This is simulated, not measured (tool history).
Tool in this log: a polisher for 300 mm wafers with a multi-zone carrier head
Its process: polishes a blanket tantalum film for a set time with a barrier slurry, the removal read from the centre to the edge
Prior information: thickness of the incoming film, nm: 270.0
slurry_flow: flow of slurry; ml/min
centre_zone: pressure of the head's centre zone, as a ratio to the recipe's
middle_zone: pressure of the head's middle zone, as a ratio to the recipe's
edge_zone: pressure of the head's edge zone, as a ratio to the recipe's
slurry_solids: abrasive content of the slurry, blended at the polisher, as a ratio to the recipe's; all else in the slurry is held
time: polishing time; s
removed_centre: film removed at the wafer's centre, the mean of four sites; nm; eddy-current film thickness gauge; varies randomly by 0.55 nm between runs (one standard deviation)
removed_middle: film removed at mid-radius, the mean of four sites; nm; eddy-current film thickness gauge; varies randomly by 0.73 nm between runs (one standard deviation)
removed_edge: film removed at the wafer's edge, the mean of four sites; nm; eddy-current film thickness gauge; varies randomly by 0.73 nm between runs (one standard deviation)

Run 1, hour 0.0: slurry_flow 265 ml/min, centre_zone 1.00, middle_zone 1.00, edge_zone 1.00, slurry_solids 1.00, time 48 s. Result: removed_centre 85.989 nm, removed_middle 82.400 nm, removed_edge 87.828 nm.
Run 2, hour 6.4: slurry_flow 265 ml/min, centre_zone 0.99, middle_zone 0.99, edge_zone 0.99, slurry_solids 0.95, time 47 s. Result: removed_centre 81.531 nm, removed_middle 79.214 nm, removed_edge 82.523 nm.
Run 3, hour 8.6: slurry_flow 265 ml/min, centre_zone 0.92, middle_zone 0.99, edge_zone 0.99, slurry_solids 0.95, time 47 s. Result: removed_centre 77.455 nm, removed_middle 79.742 nm, removed_edge 83.835 nm.
Run 4, hour 17.1: slurry_flow 265 ml/min, centre_zone 0.92, middle_zone 0.99, edge_zone 0.99, slurry_solids 0.95, time 40 s. Result: removed_centre 65.723 nm, removed_middle 68.628 nm, removed_edge 71.500 nm.
Run 5, hour 21.7: slurry_flow 290 ml/min, centre_zone 0.92, middle_zone 0.99, edge_zone 0.99, slurry_solids 0.95, time 40 s. Result: removed_centre 65.382 nm, removed_middle 69.070 nm, removed_edge 71.544 nm.
Run 6, hour 22.9: slurry_flow 290 ml/min, centre_zone 0.92, middle_zone 0.99, edge_zone 1.02, slurry_solids 0.95, time 40 s. Result: removed_centre 64.855 nm, removed_middle 69.969 nm, removed_edge 71.733 nm.
Run 7, hour 27.1: slurry_flow 285 ml/min, centre_zone 0.92, middle_zone 0.98, edge_zone 1.02, slurry_solids 0.90, time 40 s. Result: removed_centre 64.372 nm, removed_middle 68.162 nm, removed_edge 70.132 nm.
Run 8, hour 32.5: slurry_flow 280 ml/min, centre_zone 0.92, middle_zone 0.97, edge_zone 1.02, slurry_solids 0.90, time 40 s. Result: removed_centre 64.804 nm, removed_middle 68.758 nm, removed_edge 69.555 nm.
Run 9, hour 35.8: slurry_flow 275 ml/min, centre_zone 0.91, middle_zone 0.96, edge_zone 1.00, slurry_solids 0.90, time 40 s. Result: removed_centre 64.046 nm, removed_middle 67.230 nm, removed_edge 71.380 nm.

Run 10 comes next. What will it give?
Run 10, hour 39.8: slurry_flow 275 ml/min, centre_zone 0.91, middle_zone 0.95, edge_zone 1.00, slurry_solids 0.85, time 40 s. Result: removed_centre ?, removed_middle ?, removed_edge ?.

{"run 10": {"removed_centre": 62.532, "removed_middle": 64.792, "removed_edge": 68.379}}

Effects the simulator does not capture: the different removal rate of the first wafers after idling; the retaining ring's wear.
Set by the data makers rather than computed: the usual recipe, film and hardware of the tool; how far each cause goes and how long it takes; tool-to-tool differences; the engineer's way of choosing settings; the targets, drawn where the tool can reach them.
